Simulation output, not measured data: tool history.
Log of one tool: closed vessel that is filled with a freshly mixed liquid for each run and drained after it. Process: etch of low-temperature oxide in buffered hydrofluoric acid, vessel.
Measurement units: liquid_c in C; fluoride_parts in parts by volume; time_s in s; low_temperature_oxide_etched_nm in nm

run,hour,liquid_c,fluoride_parts,time_s,low_temperature_oxide_etched_nm
1,0,23,13,100,385.74
2,7.8,23,13,110,422.86
3,9.1,23.5,13,110,433.13
4,9.9,24,13,110,445.27
5,17.1,21,13,110,371.08
6,25.5,21.5,13,110,386.05
7,27.4,22,13,110,398.18
8,33.1,22.5,13,110,406.77
9,40.4,23,13,110,420.32

Expected results for the next run?
10,42.7,23.5,13,110,?

{"run 10": {"low_temperature_oxide_etched_nm": 433.39}}

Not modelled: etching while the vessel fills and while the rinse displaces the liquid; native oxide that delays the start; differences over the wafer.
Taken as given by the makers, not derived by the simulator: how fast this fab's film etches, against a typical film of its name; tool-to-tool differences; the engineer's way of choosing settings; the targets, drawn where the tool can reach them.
